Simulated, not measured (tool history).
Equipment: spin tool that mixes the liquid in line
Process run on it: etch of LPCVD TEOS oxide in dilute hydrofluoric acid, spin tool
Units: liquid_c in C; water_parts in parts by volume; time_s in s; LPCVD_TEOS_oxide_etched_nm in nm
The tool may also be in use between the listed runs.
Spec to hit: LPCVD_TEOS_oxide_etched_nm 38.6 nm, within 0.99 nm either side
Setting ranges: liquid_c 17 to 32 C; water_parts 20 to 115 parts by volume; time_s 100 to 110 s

run 1 hour=0 | liquid_c=24 water_parts=65 time_s=100 | LPCVD_TEOS_oxide_etched_nm=24.622
run 2 hour=2.3 | liquid_c=26 water_parts=65 time_s=100 | LPCVD_TEOS_oxide_etched_nm=26.853
run 3 hour=6.7 | liquid_c=26 water_parts=85 time_s=100 | LPCVD_TEOS_oxide_etched_nm=20.287
run 4 hour=7.6 | liquid_c=26 water_parts=75 time_s=100 | LPCVD_TEOS_oxide_etched_nm=22.966
run 5 hour=15.9 | liquid_c=28 water_parts=70 time_s=100 | LPCVD_TEOS_oxide_etched_nm=26.912
run 6 hour=18.3 | liquid_c=28 water_parts=70 time_s=110 | LPCVD_TEOS_oxide_etched_nm=29.426
run 7 hour=25.7 | liquid_c=29 water_parts=65 time_s=110 | LPCVD_TEOS_oxide_etched_nm=33.034
run 8 hour=30.7 | liquid_c=30 water_parts=65 time_s=110 | LPCVD_TEOS_oxide_etched_nm=34.958
run 9 hour=36.4 | liquid_c=30.5 water_parts=65 time_s=110 | LPCVD_TEOS_oxide_etched_nm=35.698
run 10 hour=41.6 | liquid_c=31 water_parts=65 time_s=110 | LPCVD_TEOS_oxide_etched_nm=36.224
run 11 hour=47.7 | liquid_c=31.5 water_parts=65 time_s=110 | LPCVD_TEOS_oxide_etched_nm=36.846

Below are 4 possible settings for the next run. Only one of them brings all results inside the allowed miss of their targets. Which is it?
run A hour=53.8 | liquid_c=29 water_parts=55 time_s=100 | LPCVD_TEOS_oxide_etched_nm=?
run B hour=53.8 | liquid_c=32 water_parts=70 time_s=110 | LPCVD_TEOS_oxide_etched_nm=?
run C hour=53.8 | liquid_c=28 water_parts=50 time_s=100 | LPCVD_TEOS_oxide_etched_nm=?
run D hour=53.8 | liquid_c=31.5 water_parts=60 time_s=100 | LPCVD_TEOS_oxide_etched_nm=?

move=A LPCVD_TEOS_oxide_etched_nm=36.405
move=B LPCVD_TEOS_oxide_etched_nm=34.655
move=C LPCVD_TEOS_oxide_etched_nm=38.73
move=D LPCVD_TEOS_oxide_etched_nm=36.584
A: misses by more than the last run did
B: misses by more than the last run did
C: in spec on every target
D: misses by more than the last run did
C is the move that brings every result within its allowed miss.
